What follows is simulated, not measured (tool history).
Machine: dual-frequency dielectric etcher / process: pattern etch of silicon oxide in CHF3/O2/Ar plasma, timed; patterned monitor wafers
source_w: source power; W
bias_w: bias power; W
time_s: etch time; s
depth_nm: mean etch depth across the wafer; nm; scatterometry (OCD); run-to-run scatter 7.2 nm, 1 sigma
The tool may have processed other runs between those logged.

run,hour,source_w,bias_w,time_s,depth_nm
1,0,640,121,754.5,1487.6
2,2,570,117,754.5,1390.5
3,10.8,570,117,788,1460.1
4,12.5,520,115,787.5,1366.5
5,15.6,470,115,787.5,1313.4
6,20.8,470,135,787.5,1389.6

Forecast run 7:
7,25.4,440,133,786.5,?

depth_nm: 1336.5 nm
